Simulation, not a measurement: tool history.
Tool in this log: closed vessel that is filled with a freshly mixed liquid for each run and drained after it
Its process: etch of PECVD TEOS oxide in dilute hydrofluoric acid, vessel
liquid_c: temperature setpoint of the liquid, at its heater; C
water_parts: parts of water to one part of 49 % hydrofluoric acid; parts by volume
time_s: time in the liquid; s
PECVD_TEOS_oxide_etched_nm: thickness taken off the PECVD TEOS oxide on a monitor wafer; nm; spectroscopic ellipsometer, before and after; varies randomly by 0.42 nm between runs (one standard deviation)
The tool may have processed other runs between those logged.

run	hour	liquid_c	water_parts	time_s	PECVD_TEOS_oxide_etched_nm
1	0	24	55	125	24.694
2	4.4	21	55	125	21.772
3	10.7	18.5	55	125	19.606
4	14.8	20	50	125	23.55
5	19.8	22	50	125	25.189
6	24	22	60	125	20.695
7	25.7	26	35	125	43.121
8	27.2	26	35	125	43.182
9	35.7	30	20	125	91.099
10	36.4	29.5	20	125	89.803
11	40.2	29	20	125	88.054

Run 12 is up next; what results do you expect?
12	46.1	28.5	20	125	?

{"run 12": {"PECVD_TEOS_oxide_etched_nm": 86.295}}
